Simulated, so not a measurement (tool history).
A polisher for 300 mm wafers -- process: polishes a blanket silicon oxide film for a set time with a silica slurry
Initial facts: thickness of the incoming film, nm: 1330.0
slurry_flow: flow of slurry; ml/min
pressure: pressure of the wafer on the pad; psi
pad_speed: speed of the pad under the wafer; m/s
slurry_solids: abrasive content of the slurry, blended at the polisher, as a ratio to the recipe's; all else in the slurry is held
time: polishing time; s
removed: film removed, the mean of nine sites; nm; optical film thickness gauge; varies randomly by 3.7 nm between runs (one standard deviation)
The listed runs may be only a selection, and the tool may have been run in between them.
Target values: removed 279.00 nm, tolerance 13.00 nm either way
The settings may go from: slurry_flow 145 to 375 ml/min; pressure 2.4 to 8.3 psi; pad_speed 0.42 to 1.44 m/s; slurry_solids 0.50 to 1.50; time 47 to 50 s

run 1 hour=0.0 | slurry_flow=240 pressure=5.3 pad_speed=0.92 slurry_solids=1.00 time=47 | removed=178.81
run 2 hour=6.2 | slurry_flow=240 pressure=5.3 pad_speed=0.92 slurry_solids=1.00 time=47 | removed=182.61
run 3 hour=8.7 | slurry_flow=240 pressure=4.4 pad_speed=0.92 slurry_solids=1.00 time=47 | removed=148.10
run 4 hour=10.9 | slurry_flow=240 pressure=4.8 pad_speed=0.92 slurry_solids=1.00 time=47 | removed=163.35
run 5 hour=17.6 | slurry_flow=240 pressure=5.6 pad_speed=0.92 slurry_solids=1.00 time=47 | removed=187.52
run 6 hour=23.2 | slurry_flow=240 pressure=4.6 pad_speed=0.92 slurry_solids=1.00 time=47 | removed=155.15
run 7 hour=31.5 | slurry_flow=240 pressure=5.0 pad_speed=0.92 slurry_solids=1.00 time=47 | removed=170.21
run 8 hour=36.9 | slurry_flow=240 pressure=5.3 pad_speed=0.92 slurry_solids=1.00 time=47 | removed=181.73
-- hour=41.9 slurry nozzle cleaned
run 9 hour=41.9 | slurry_flow=240 pressure=5.6 pad_speed=0.92 slurry_solids=1.00 time=47 | removed=206.09
run 10 hour=50.4 | slurry_flow=240 pressure=6.9 pad_speed=0.94 slurry_solids=1.00 time=47 | removed=255.23
run 11 hour=57.9 | slurry_flow=240 pressure=7.0 pad_speed=0.94 slurry_solids=1.00 time=47 | removed=257.16
run 12 hour=62.1 | slurry_flow=240 pressure=7.1 pad_speed=0.94 slurry_solids=1.00 time=47 | removed=264.15

Exercise: of the 5 proposed moves below, exactly one satisfies all targets within the stated allowed misses. Which move is it?
run A hour=66.3 | slurry_flow=265 pressure=7.3 pad_speed=0.88 slurry_solids=0.85 time=47 | removed=?
run B hour=66.3 | slurry_flow=275 pressure=6.3 pad_speed=0.88 slurry_solids=1.30 time=47 | removed=?
run C hour=66.3 | slurry_flow=235 pressure=7.5 pad_speed=0.94 slurry_solids=1.00 time=48 | removed=?
run D hour=66.3 | slurry_flow=260 pressure=6.7 pad_speed=0.72 slurry_solids=1.20 time=50 | removed=?
run E hour=66.3 | slurry_flow=200 pressure=7.3 pad_speed=1.14 slurry_solids=1.05 time=48 | removed=?

move=A removed=241.51
move=B removed=251.09
move=C removed=277.14
move=D removed=249.66
move=E removed=296.94
A: moves away from the targets compared with the last run
B: moves away from the targets compared with the last run
C: each result inside its tolerance
D: moves away from the targets compared with the last run
E: pushes the last run's worst result past its target
C meets every target.
